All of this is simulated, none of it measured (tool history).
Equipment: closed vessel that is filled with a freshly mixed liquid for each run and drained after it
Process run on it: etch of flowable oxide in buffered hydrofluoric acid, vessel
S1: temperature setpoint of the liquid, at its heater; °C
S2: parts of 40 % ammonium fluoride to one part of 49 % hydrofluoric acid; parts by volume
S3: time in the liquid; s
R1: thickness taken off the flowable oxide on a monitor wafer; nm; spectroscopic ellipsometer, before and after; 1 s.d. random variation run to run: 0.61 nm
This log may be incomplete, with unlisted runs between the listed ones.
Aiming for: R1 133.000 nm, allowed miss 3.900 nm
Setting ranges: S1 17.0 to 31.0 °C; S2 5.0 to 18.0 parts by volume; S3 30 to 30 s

run	hour	S1	S2	S3	R1
1	0.0	23.0	11.0	30	96.438
2	3.8	25.0	11.0	30	106.160
3	10.8	25.0	11.0	30	106.150
4	14.4	25.0	8.0	30	141.520
5	17.6	24.5	8.0	30	139.300
6	24.2	24.5	8.0	30	137.590
7	25.6	24.5	8.0	30	138.510
8	27.3	24.5	8.0	30	137.190

Which one of the following 5 next-run settings gets every result inside its allowed miss? There is exactly one.
A	29.0	24.0	8.0	30	?
B	29.0	25.0	9.0	30	?
C	29.0	24.0	7.5	30	?
D	29.0	20.5	6.0	30	?
E	29.0	26.5	8.5	30	?

move	R1
A	133.610
B	124.150
C	143.270
D	145.480
E	143.210
A: all results land within tolerance of their targets
B: moves the result that the last run missed by most past its target, out the other side
C: moves away from the targets compared with the last run
D: moves away from the targets compared with the last run
E: moves away from the targets compared with the last run
The right move is A.

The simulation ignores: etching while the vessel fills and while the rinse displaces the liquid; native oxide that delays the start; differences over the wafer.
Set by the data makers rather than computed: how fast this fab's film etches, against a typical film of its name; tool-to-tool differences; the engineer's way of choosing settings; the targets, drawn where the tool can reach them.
